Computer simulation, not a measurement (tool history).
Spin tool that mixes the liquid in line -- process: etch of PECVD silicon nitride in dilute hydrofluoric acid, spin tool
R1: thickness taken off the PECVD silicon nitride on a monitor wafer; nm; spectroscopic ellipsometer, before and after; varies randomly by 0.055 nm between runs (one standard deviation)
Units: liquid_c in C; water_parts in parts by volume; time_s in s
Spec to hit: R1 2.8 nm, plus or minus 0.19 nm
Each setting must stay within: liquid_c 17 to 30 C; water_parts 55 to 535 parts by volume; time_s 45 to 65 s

run 1 hour=0 | liquid_c=22 water_parts=295 time_s=65 | R1=0.58165
run 2 hour=7.1 | liquid_c=22 water_parts=295 time_s=65 | R1=0.55009
run 3 hour=8.2 | liquid_c=19.5 water_parts=295 time_s=65 | R1=0.4808
run 4 hour=11.1 | liquid_c=17.5 water_parts=295 time_s=65 | R1=0.41213
run 5 hour=13.5 | liquid_c=17 water_parts=295 time_s=65 | R1=0.41555
run 6 hour=20.4 | liquid_c=19 water_parts=295 time_s=65 | R1=0.49015
run 7 hour=24.8 | liquid_c=20.5 water_parts=260 time_s=65 | R1=0.57122
run 8 hour=33 | liquid_c=22 water_parts=230 time_s=65 | R1=0.72987
run 9 hour=33.8 | liquid_c=23 water_parts=205 time_s=65 | R1=0.85706
run 10 hour=41.8 | liquid_c=24 water_parts=185 time_s=65 | R1=1.0283
run 11 hour=44.2 | liquid_c=25 water_parts=165 time_s=65 | R1=1.2472
run 12 hour=53.1 | liquid_c=25.5 water_parts=150 time_s=65 | R1=1.398
run 13 hour=57.4 | liquid_c=26 water_parts=140 time_s=65 | R1=1.5757
run 14 hour=62.1 | liquid_c=26.5 water_parts=130 time_s=65 | R1=1.678
run 15 hour=66.2 | liquid_c=27 water_parts=125 time_s=65 | R1=1.844
run 16 hour=75.2 | liquid_c=27.5 water_parts=120 time_s=65 | R1=1.9859
run 17 hour=80.2 | liquid_c=28 water_parts=115 time_s=65 | R1=2.069
run 18 hour=88.8 | liquid_c=30 water_parts=55 time_s=65 | R1=5.091
run 19 hour=90.3 | liquid_c=30 water_parts=55 time_s=65 | R1=5.0401
run 20 hour=92.2 | liquid_c=30 water_parts=55 time_s=65 | R1=4.9441
run 21 hour=98.8 | liquid_c=29.5 water_parts=55 time_s=65 | R1=4.8964
run 22 hour=107.3 | liquid_c=28.5 water_parts=55 time_s=65 | R1=4.4109
run 23 hour=110.9 | liquid_c=28.5 water_parts=55 time_s=65 | R1=4.6993
run 24 hour=112.2 | liquid_c=28.5 water_parts=55 time_s=65 | R1=4.5409
run 25 hour=114.9 | liquid_c=27.5 water_parts=55 time_s=65 | R1=4.2503

4 next moves are on the table. One of them brings every result within its allowed miss. Which?
run A hour=117.6 | liquid_c=25 water_parts=65 time_s=65 | R1=?
run B hour=117.6 | liquid_c=27 water_parts=100 time_s=65 | R1=?
run C hour=117.6 | liquid_c=28.5 water_parts=75 time_s=45 | R1=?
run D hour=117.6 | liquid_c=26.5 water_parts=55 time_s=45 | R1=?

move=A R1=3.1022
move=B R1=2.3079
move=C R1=2.3435
move=D R1=2.7963
A: an improvement on the last run, though not all results are within tolerance
B: the result that was furthest off in the last run now lies on the other side of its target
C: the result that was furthest off in the last run now lies on the other side of its target
D: all results land within tolerance of their targets
So the answer is move D, the one that meets all the targets.
